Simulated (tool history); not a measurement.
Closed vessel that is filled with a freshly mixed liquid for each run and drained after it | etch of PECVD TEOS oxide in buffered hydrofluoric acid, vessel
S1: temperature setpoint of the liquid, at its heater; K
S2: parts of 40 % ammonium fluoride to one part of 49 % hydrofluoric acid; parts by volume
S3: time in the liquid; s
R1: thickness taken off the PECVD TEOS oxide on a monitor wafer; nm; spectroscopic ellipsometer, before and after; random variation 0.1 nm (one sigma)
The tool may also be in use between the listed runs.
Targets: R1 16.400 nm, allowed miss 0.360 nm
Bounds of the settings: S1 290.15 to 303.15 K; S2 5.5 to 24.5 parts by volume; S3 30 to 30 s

run,day,S1,S2,S3,R1
1,0.000,295.15,15.0,30,26.704
2,0.233,292.15,15.0,30,22.721
3,0.554,292.15,11.5,30,29.681
4,0.900,291.65,13.0,30,25.167
5,1.158,291.65,13.0,30,25.442
6,1.392,294.15,13.0,30,29.203
7,1.442,293.15,14.0,30,25.454
8,1.742,292.65,15.0,30,23.664
9,2.088,292.15,16.0,30,21.321
10,2.438,291.65,16.5,30,19.945
11,2.625,291.15,17.0,30,19.044
12,3.012,291.15,17.5,30,18.464
13,3.288,290.65,18.0,30,17.260
# day 3.350: thermometer replaced
14,3.350,290.15,18.0,30,15.781

Which of these 4 next moves meets every target?
A,3.412,292.65,19.0,30,?
B,3.412,290.15,16.5,30,?
C,3.412,291.15,17.5,30,?
D,3.412,291.15,18.5,30,?

move,R1
A,17.361
B,17.315
C,17.298
D,16.374
A: takes the result that was furthest off past its target
B: takes the result that was furthest off past its target
C: takes the result that was furthest off past its target
D: meets every target
Move D is the one to make.
